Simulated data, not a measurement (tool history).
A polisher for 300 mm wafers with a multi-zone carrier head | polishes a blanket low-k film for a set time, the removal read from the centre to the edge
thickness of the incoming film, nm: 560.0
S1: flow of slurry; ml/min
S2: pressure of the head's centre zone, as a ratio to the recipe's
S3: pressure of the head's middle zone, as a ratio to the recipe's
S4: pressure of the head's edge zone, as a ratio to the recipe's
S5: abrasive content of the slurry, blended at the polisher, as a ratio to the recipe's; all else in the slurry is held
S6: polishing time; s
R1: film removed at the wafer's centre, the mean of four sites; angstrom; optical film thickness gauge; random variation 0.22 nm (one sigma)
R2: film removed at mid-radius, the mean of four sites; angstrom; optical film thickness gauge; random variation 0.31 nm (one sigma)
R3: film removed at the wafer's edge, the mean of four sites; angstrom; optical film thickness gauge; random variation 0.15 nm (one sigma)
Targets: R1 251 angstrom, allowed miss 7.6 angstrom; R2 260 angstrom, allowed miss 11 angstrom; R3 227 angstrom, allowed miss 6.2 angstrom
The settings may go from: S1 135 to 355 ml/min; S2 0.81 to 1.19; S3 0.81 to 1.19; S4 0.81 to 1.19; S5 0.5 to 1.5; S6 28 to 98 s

run	hour	S1	S2	S3	S4	S5	S6	R1	R2	R3
1	0	225	1	1	1	1	63	355.91	374.3	365.97
2	2.8	225	1	1	1	1	79	444.05	459.03	460.07
3	6.7	230	1.01	1.01	0.95	0.85	70	352.94	360.35	351.46
4	11.3	230	1.01	1.01	1.01	0.85	70	355.1	366.3	358.02
5	13.2	230	1.01	1.01	0.93	0.85	70	351.8	369.95	347.88
6	16.4	190	1.01	1.01	0.93	0.85	70	349.6	353.46	342.49
7	17.4	185	1.01	1.03	0.89	0.75	68	299.81	311.71	288.28
8	23.1	175	1.02	1.04	0.86	0.7	68	275.71	289.57	262.59
9	27.3	165	1.03	1.05	0.84	0.7	68	274.27	288.08	256.03

Which of these 5 next moves meets every target?
A	31.5	145	1.01	0.91	0.92	0.7	68	?	?	?
B	31.5	155	1.02	0.85	0.96	0.75	74	?	?	?
C	31.5	215	0.86	1.05	0.92	0.7	73	?	?	?
D	31.5	145	1	0.98	1	0.6	91	?	?	?
E	31.5	150	1.1	1.11	0.91	0.65	64	?	?	?

move	R1	R2	R3
A	267.58	257.59	267.93
B	319.42	287.74	322.66
C	258.66	325.58	296.2
D	289.47	299.16	303.97
E	250.99	262.73	229.14
A: further off than the last run
B: further off than the last run
C: further off than the last run
D: further off than the last run
E: meets every target
Answer: E
